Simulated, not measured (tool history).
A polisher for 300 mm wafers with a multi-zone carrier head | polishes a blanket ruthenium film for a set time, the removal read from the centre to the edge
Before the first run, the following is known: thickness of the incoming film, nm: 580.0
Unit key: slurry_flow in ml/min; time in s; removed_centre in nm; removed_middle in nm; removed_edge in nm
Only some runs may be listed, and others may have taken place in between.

{"run": 1, "hour": 0.0, "slurry_flow": 215, "centre_zone": 1, "middle_zone": 1, "edge_zone": 1, "time": 61, "removed_centre": 36.524, "removed_middle": 35.341, "removed_edge": 34.608}
{"run": 2, "hour": 8.5, "slurry_flow": 215, "centre_zone": 1, "middle_zone": 1, "edge_zone": 0.92, "time": 61, "removed_centre": 36.601, "removed_middle": 34.702, "removed_edge": 33.604}
{"run": 3, "hour": 10.5, "slurry_flow": 195, "centre_zone": 1, "middle_zone": 1, "edge_zone": 0.92, "time": 61, "removed_centre": 36.343, "removed_middle": 35.168, "removed_edge": 33.412}
{"run": 4, "hour": 17.2, "slurry_flow": 210, "centre_zone": 1.02, "middle_zone": 0.97, "edge_zone": 0.99, "time": 66, "removed_centre": 39.816, "removed_middle": 38.27, "removed_edge": 38.509}
{"run": 5, "hour": 20.9, "slurry_flow": 225, "centre_zone": 1.07, "middle_zone": 0.95, "edge_zone": 1.03, "time": 68, "removed_centre": 42.735, "removed_middle": 38.277, "removed_edge": 40.074}
{"run": 6, "hour": 27.2, "slurry_flow": 230, "centre_zone": 1.09, "middle_zone": 0.94, "edge_zone": 1.06, "time": 70, "removed_centre": 45.18, "removed_middle": 38.396, "removed_edge": 41.449}
{"run": 7, "hour": 29.4, "slurry_flow": 235, "centre_zone": 1.09, "middle_zone": 0.94, "edge_zone": 1.08, "time": 72, "removed_centre": 46.079, "removed_middle": 40.472, "removed_edge": 44.095}
{"run": 8, "hour": 37.2, "slurry_flow": 245, "centre_zone": 1.11, "middle_zone": 0.94, "edge_zone": 1.1, "time": 73, "removed_centre": 48.217, "removed_middle": 41.003, "removed_edge": 44.582}

Run 9 has not been measured yet. What should we expect?
{"run": 9, "hour": 41.2, "slurry_flow": 255, "centre_zone": 1.11, "middle_zone": 0.94, "edge_zone": 1.12, "time": 74, "removed_centre": "?", "removed_middle": "?", "removed_edge": "?"}

removed_centre: 48.248 nm
removed_middle: 41.56 nm
removed_edge: 45.928 nm
